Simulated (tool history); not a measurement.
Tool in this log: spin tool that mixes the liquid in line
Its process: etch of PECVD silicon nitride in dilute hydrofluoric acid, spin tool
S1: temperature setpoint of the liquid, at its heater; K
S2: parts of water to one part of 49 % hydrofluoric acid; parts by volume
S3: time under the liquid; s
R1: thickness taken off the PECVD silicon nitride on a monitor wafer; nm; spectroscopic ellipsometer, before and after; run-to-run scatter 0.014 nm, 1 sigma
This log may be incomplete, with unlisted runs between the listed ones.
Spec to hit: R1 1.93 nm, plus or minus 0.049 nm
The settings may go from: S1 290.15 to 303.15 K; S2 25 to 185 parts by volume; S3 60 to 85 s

run    day      S1   S2  S3      R1
  1      0  295.15  105  85  1.4994
  2  0.158  292.65  105  85  1.2818
  3  0.308  292.65  105  85  1.2739
  4  0.517  295.65  105  85  1.5617
  5  0.792  296.65  105  85  1.6463
  6  1.162  296.65  130  85  1.3552
  7  1.438  298.65  130  85  1.5381
  8  1.608  298.65  130  85  1.5419
  9  1.683  299.65  130  85  1.6252
 10  1.996  300.65  130  85  1.7399
 11  2.058  301.15  130  85  1.7953
 12  2.342  301.65  130  85  1.8484

Which one of the following 5 next-run settings gets every result inside its allowed miss? There is exactly one.
  A  2.625  300.15   85  60   ?
  B  2.625  300.15  115  80   ?
  C  2.625  300.15  115  85   ?
  D  2.625  301.15  120  80   ?
  E  2.625  303.15  135  80   ?

move      R1
   A  1.8093
   B  1.7853
   C  1.8968
   D   1.823
   E  1.8344
A: misses by more than the last run did
B: misses by more than the last run did
C: meets every target
D: misses by more than the last run did
E: misses by more than the last run did
Move C is the one to make.
